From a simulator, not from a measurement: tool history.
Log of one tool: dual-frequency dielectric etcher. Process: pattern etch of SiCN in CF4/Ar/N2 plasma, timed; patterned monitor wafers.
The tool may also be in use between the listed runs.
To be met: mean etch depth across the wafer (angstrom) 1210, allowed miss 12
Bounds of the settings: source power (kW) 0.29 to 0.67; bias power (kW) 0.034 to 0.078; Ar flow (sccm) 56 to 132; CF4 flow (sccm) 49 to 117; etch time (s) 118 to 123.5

run	day	source power (kW)	bias power (kW)	Ar flow (sccm)	CF4 flow (sccm)	etch time (s)	mean etch depth across the wafer (angstrom)
1	0	0.48	0.056	94	83	118	999.33
2	0.242	0.48	0.049	94	83	118	956.86
3	0.471	0.48	0.057	94	83	118	1002.4
4	0.508	0.48	0.057	78	83	118	1031.6
5	0.854	0.44	0.057	78	83	118	975.62
6	1.188	0.44	0.057	94	83	118	947.88
7	1.342	0.5	0.057	94	83	118	1028.4
8	1.421	0.5	0.057	94	83	118	1031.4
9	1.646	0.5	0.057	94	83	118	1035.6
10	1.746	0.53	0.057	94	83	118	1072.4
11	1.796	0.56	0.057	94	83	118	1107.2
12	1.962	0.58	0.057	94	83	118	1140.9
13	2.017	0.6	0.057	94	83	118	1166.8
14	2.275	0.61	0.057	94	83	118	1184.4
15	2.592	0.62	0.057	94	83	118	1188.4

4 next moves are on the table. One of them brings every result within its allowed miss. Which?
A	2.908	0.6	0.055	95	83	123.5	?
B	2.908	0.63	0.054	122	83	123.5	?
C	2.908	0.51	0.06	78	98	123	?
D	2.908	0.61	0.054	91	79	118.5	?

move	mean etch depth across the wafer (angstrom)
A	1211.2
B	1193.8
C	1175.8
D	1166
A: meets every target
B: nearer than the last run, and not there yet
C: further off than the last run
D: further off than the last run
Move A is the one to make.

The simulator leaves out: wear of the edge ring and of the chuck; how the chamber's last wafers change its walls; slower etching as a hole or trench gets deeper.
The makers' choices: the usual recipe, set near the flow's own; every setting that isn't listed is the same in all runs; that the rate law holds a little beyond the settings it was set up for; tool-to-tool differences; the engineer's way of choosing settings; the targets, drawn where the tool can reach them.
